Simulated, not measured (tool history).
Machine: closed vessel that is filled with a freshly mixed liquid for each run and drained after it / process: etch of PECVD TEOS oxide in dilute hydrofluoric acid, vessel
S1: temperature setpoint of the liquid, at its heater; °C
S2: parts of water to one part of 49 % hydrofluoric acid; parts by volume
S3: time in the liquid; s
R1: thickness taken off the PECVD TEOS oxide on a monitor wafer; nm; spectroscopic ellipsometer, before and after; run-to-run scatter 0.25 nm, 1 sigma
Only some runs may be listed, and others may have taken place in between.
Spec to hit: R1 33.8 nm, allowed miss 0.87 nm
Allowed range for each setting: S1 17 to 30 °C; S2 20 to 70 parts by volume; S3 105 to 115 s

| run | day | S1 | S2 | S3 | R1 |
|---|---|---|---|---|---|
| 1 | 0 | 22 | 40 | 105 | 23.008 |
| 2 | 0.275 | 19 | 40 | 105 | 20.168 |
| 3 | 0.579 | 19 | 40 | 105 | 20.058 |
| 4 | 0.788 | 17 | 40 | 105 | 18.421 |
| 5 | 0.812 | 17 | 40 | 105 | 18.722 |
| 6 | 0.854 | 20 | 40 | 105 | 21.102 |
| 7 | 1.046 | 22.5 | 40 | 105 | 23.668 |
| 8 | 1.154 | 24 | 40 | 105 | 25.488 |
| 9 | 1.529 | 25.5 | 40 | 105 | 26.938 |

5 candidate next runs follow, results not yet known. Just one meets every target within its allowed miss. Identify it.
| A | 1.904 | 26.5 | 60 | 105 | ? |
| B | 1.904 | 20 | 35 | 105 | ? |
| C | 1.904 | 22 | 30 | 115 | ? |
| D | 1.904 | 29.5 | 35 | 105 | ? |
| E | 1.904 | 30 | 55 | 105 | ? |

| move | R1 |
|---|---|
| A | 18.087 |
| B | 24.464 |
| C | 34.258 |
| D | 36.265 |
| E | 22.825 |
A: misses by more than the last run did
B: misses by more than the last run did
C: hits every target within its allowed miss
D: takes the result that was furthest off past its target
E: misses by more than the last run did
Correct choice: C, which meets every target
